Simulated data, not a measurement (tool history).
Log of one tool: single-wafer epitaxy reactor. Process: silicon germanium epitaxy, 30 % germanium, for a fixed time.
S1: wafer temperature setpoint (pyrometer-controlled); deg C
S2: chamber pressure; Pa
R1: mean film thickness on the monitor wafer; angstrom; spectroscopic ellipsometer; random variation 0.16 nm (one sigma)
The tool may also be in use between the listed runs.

{"run": 1, "hour": 0.0, "S1": 590, "S2": 2173, "R1": 437.51}
{"run": 2, "hour": 3.0, "S1": 586, "S2": 2173, "R1": 407.64}
{"run": 3, "hour": 8.8, "S1": 586, "S2": 2453, "R1": 422.88}
{"run": 4, "hour": 15.1, "S1": 583, "S2": 2453, "R1": 403.94}
{"run": 5, "hour": 17.8, "S1": 583, "S2": 2106, "R1": 384.74}
{"run": 6, "hour": 25.1, "S1": 588, "S2": 2106, "R1": 419.66}
{"run": 7, "hour": 28.4, "S1": 576, "S2": 2080, "R1": 342.43}

The next listed run, before its measurement:
{"run": 8, "hour": 31.3, "S1": 575, "S2": 2080, "R1": "?"}

Run 8 gave R1 333.34 angstrom.

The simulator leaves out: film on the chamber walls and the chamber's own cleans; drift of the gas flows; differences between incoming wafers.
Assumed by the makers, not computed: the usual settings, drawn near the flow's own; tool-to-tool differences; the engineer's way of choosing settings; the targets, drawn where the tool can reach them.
